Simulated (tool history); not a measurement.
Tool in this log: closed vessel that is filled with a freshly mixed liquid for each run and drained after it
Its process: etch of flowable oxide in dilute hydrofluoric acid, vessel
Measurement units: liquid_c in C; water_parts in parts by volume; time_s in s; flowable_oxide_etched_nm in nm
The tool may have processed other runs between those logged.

Run 1, day 0: liquid_c 22 C, water_parts 230 parts by volume, time_s 405 s. Result: flowable_oxide_etched_nm 67.495 nm.
Run 2, day 0.088: liquid_c 22 C, water_parts 230 parts by volume, time_s 405 s. Result: flowable_oxide_etched_nm 66.826 nm.
Run 3, day 0.283: liquid_c 25.5 C, water_parts 230 parts by volume, time_s 405 s. Result: flowable_oxide_etched_nm 76.369 nm.
Run 4, day 0.621: liquid_c 26 C, water_parts 220 parts by volume, time_s 405 s. Result: flowable_oxide_etched_nm 82.455 nm.
Run 5, day 0.725: liquid_c 26.5 C, water_parts 210 parts by volume, time_s 405 s. Result: flowable_oxide_etched_nm 87.846 nm.
Run 6, day 0.95: liquid_c 27 C, water_parts 200 parts by volume, time_s 405 s. Result: flowable_oxide_etched_nm 96.061 nm.
Run 7, day 1.183: liquid_c 27.5 C, water_parts 195 parts by volume, time_s 405 s. Result: flowable_oxide_etched_nm 99.204 nm.

The next listed run, before its measurement:
Run 8, day 1.475: liquid_c 28 C, water_parts 190 parts by volume, time_s 405 s. Result: flowable_oxide_etched_nm ?.

Run 8 yielded flowable_oxide_etched_nm 105.44 nm.
